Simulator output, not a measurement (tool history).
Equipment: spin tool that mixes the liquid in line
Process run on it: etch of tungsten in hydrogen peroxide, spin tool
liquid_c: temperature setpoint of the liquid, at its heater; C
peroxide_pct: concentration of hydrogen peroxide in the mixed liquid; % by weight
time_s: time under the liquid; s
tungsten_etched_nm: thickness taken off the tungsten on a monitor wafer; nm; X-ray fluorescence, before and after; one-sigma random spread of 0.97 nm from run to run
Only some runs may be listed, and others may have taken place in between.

run  hour  liquid_c  peroxide_pct  time_s  tungsten_etched_nm
  1   0.0      49.0            24      55              52.624
  2   5.0      51.0            24      55              59.649
  3  12.3      51.0            24      55              58.075
  4  16.7      56.0            24      55              79.258
  5  17.2      51.5            24      55              60.843
  6  23.9      53.0            24      55              66.946
  7  30.5      54.5            24      55              73.264
  8  33.0      55.5            24      55              78.513
  9  36.2      56.5            24      55              82.301
 10  37.8      57.0            24      55              84.269

What does the tool deliver on the next run?
 11  43.2      57.5            24      55                   ?

{"run 11": {"tungsten_etched_nm": 88.062}}

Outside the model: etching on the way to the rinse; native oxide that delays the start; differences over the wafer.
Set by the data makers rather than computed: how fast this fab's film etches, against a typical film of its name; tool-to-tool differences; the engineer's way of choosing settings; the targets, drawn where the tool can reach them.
